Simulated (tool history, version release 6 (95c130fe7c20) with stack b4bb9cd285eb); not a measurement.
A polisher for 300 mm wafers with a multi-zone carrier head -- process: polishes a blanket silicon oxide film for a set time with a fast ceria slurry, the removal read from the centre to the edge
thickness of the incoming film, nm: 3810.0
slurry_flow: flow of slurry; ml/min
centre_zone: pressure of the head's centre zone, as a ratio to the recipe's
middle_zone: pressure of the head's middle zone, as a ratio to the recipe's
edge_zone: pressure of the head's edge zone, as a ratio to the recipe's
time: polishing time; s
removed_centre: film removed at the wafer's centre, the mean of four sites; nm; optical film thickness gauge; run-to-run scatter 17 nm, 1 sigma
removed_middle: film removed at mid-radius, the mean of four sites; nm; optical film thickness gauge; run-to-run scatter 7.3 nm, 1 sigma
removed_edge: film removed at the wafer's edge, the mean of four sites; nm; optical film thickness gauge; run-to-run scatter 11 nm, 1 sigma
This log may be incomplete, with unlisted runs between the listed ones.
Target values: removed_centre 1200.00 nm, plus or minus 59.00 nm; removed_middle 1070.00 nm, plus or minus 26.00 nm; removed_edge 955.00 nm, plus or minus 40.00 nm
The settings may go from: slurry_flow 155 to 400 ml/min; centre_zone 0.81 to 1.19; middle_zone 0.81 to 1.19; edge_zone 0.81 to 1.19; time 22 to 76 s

run	hour	slurry_flow	centre_zone	middle_zone	edge_zone	time	removed_centre	removed_middle	removed_edge
1	0.0	255	1.00	1.00	1.00	49	795.52	789.03	749.38
2	4.8	255	1.00	1.00	1.00	41	647.72	655.82	617.19
3	8.1	230	1.00	1.00	1.00	41	652.10	651.99	611.53
4	10.7	230	1.00	1.00	1.00	47	744.94	750.61	713.60
5	13.8	230	1.00	1.00	0.93	47	721.22	736.35	689.49
6	19.0	230	0.97	1.00	0.93	47	716.36	749.77	689.05
7	25.9	255	1.02	1.02	0.94	50	802.36	809.11	747.66
8	32.3	275	1.06	1.04	0.95	52	881.42	856.58	776.42
9	40.0	280	1.08	1.06	0.97	54	952.57	935.30	834.48
10	40.9	290	1.10	1.07	1.00	55	994.70	951.02	840.51
11	41.4	290	1.11	1.07	1.01	56	979.09	961.94	879.64
12	43.5	305	1.13	1.07	1.00	57	1037.20	989.27	899.16

Which one of the following 5 next-run settings gets every result inside its allowed miss? There is exactly one.
A	45.6	330	1.19	0.98	0.95	62	?	?	?
B	45.6	305	0.85	1.19	1.14	57	?	?	?
C	45.6	325	1.16	1.14	1.06	55	?	?	?
D	45.6	220	1.11	1.14	0.86	61	?	?	?
E	45.6	375	1.18	1.06	0.97	61	?	?	?

move	removed_centre	removed_middle	removed_edge
A	1203.30	1003.50	942.84
B	792.03	1082.80	940.45
C	1040.70	1011.20	879.14
D	1055.70	1076.10	855.81
E	1188.50	1066.40	943.45
A: moves toward the targets from the last run without getting all of them in spec
B: the worst result of the last run now meets its target, but another is out of spec
C: moves toward the targets from the last run without getting all of them in spec
D: the worst result of the last run now meets its target, but another is out of spec
E: meets every target
Answer: E
